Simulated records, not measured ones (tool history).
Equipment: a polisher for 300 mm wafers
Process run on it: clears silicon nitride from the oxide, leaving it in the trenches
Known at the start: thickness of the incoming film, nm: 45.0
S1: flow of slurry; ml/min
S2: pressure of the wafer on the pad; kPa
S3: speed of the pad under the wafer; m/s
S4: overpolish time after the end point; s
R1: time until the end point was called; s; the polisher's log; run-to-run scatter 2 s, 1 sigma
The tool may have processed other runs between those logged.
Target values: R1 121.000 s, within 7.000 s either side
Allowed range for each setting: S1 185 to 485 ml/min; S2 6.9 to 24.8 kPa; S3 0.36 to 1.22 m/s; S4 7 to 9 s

run 1 hour=0.0 | S1=310 S2=15.9 S3=0.78 S4=9 | R1=88.445
run 2 hour=7.5 | S1=350 S2=15.9 S3=0.78 S4=9 | R1=88.879
run 3 hour=11.0 | S1=350 S2=15.9 S3=0.78 S4=9 | R1=86.864
run 4 hour=18.5 | S1=350 S2=15.9 S3=0.94 S4=9 | R1=73.641
run 5 hour=24.6 | S1=350 S2=15.9 S3=0.94 S4=9 | R1=74.029
run 6 hour=29.9 | S1=350 S2=13.8 S3=0.92 S4=9 | R1=85.137
run 7 hour=34.2 | S1=350 S2=13.8 S3=0.92 S4=9 | R1=83.804
run 8 hour=42.1 | S1=350 S2=12.4 S3=0.90 S4=9 | R1=95.097
run 9 hour=49.8 | S1=350 S2=11.7 S3=0.90 S4=9 | R1=99.724
run 10 hour=55.4 | S1=350 S2=11.0 S3=0.90 S4=9 | R1=111.220
run 11 hour=64.1 | S1=350 S2=10.3 S3=0.90 S4=9 | R1=112.080
run 12 hour=71.6 | S1=350 S2=10.3 S3=0.90 S4=9 | R1=113.010

5 candidate next runs follow, results not yet known. Just one meets every target within its allowed miss. Identify it.
run A hour=79.1 | S1=335 S2=10.3 S3=0.94 S4=9 | R1=?
run B hour=79.1 | S1=350 S2=11.0 S3=0.80 S4=9 | R1=?
run C hour=79.1 | S1=390 S2=9.0 S3=1.14 S4=9 | R1=?
run D hour=79.1 | S1=350 S2=13.1 S3=0.76 S4=9 | R1=?
run E hour=79.1 | S1=400 S2=10.3 S3=1.08 S4=9 | R1=?

move=A R1=110.210
move=B R1=120.770
move=C R1=103.330
move=D R1=107.610
move=E R1=94.899
A: misses by more than the last run did
B: every result within its allowed miss
C: misses by more than the last run did
D: misses by more than the last run did
E: misses by more than the last run did
Answer: B
